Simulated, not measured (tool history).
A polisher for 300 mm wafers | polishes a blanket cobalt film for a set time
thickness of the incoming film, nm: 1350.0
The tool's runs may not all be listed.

run,hour,flow of slurry (ml/min),pressure of the wafer on the pad (kPa),speed of the pad under the wafer (cm/s),polishing time (s),film removed (Å)
1,0,275,13.1,110,53,3334.2
2,4.8,275,10.3,110,53,2623.7
3,7.5,275,10.3,88,53,2086
4,13.8,305,10.3,88,53,2140.2
5,22.2,255,10.3,88,53,2113.1
6,24.6,255,9,88,53,1836.4

The next listed run, before its measurement:
7,29.3,265,9.7,88,53,?

Run 7 gave film removed (Å) 1975.9.
